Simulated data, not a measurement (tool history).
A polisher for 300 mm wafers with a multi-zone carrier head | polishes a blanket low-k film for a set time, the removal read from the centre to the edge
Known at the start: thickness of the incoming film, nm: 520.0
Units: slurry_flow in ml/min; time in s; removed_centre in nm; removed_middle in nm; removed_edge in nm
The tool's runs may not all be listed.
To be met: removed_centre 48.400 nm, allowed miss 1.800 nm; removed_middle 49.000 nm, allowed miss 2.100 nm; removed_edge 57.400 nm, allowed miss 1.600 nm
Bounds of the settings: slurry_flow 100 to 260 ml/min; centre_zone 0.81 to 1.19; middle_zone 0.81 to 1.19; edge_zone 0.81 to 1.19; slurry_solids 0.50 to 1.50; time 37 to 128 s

| run | hour | slurry_flow | centre_zone | middle_zone | edge_zone | slurry_solids | time | removed_centre | removed_middle | removed_edge |
|---|---|---|---|---|---|---|---|---|---|---|
| 1 | 0.0 | 165 | 1.00 | 1.00 | 1.00 | 1.00 | 82 | 36.453 | 40.445 | 40.490 |
| 2 | 2.2 | 165 | 1.00 | 1.00 | 1.00 | 1.20 | 82 | 37.811 | 43.577 | 42.515 |
| 3 | 4.1 | 175 | 1.01 | 0.97 | 1.04 | 1.25 | 84 | 40.665 | 43.112 | 44.963 |
| 4 | 5.7 | 175 | 1.01 | 0.97 | 0.99 | 1.25 | 84 | 41.067 | 43.478 | 44.008 |
|  | 6.2 | centre zone pressure recalibrated |
| 5 | 6.2 | 180 | 1.01 | 0.96 | 1.03 | 1.30 | 86 | 45.829 | 44.595 | 46.802 |
| 6 | 8.9 | 195 | 1.01 | 0.96 | 1.03 | 1.30 | 86 | 47.845 | 44.711 | 47.996 |
| 7 | 14.4 | 200 | 0.97 | 0.96 | 1.07 | 1.35 | 86 | 45.080 | 45.295 | 48.205 |
| 8 | 21.9 | 175 | 0.93 | 0.87 | 1.17 | 1.50 | 98 | 50.102 | 48.730 | 59.004 |
| 9 | 24.2 | 170 | 0.93 | 0.87 | 1.16 | 1.50 | 98 | 50.881 | 49.831 | 58.715 |
| 10 | 26.6 | 170 | 0.93 | 0.87 | 1.16 | 1.50 | 98 | 50.884 | 49.352 | 58.807 |
| 11 | 30.3 | 165 | 0.93 | 0.87 | 1.16 | 1.50 | 98 | 50.323 | 48.967 | 57.440 |

4 next moves are on the table. One of them brings every result within its allowed miss. Which?
| A | 34.0 | 115 | 0.97 | 0.91 | 1.16 | 1.45 | 103 | ? | ? | ? |
| B | 34.0 | 205 | 0.89 | 0.89 | 1.14 | 1.50 | 94 | ? | ? | ? |
| C | 34.0 | 140 | 1.00 | 0.89 | 1.03 | 1.50 | 103 | ? | ? | ? |
| D | 34.0 | 100 | 0.98 | 0.93 | 1.05 | 1.50 | 102 | ? | ? | ? |

| move | removed_centre | removed_middle | removed_edge |
|---|---|---|---|
| A | 51.655 | 49.240 | 58.588 |
| B | 47.686 | 48.229 | 56.723 |
| C | 55.603 | 50.280 | 57.243 |
| D | 50.970 | 49.109 | 55.145 |
A: further off than the last run
B: meets every target
C: further off than the last run
D: further off than the last run
Answer: B
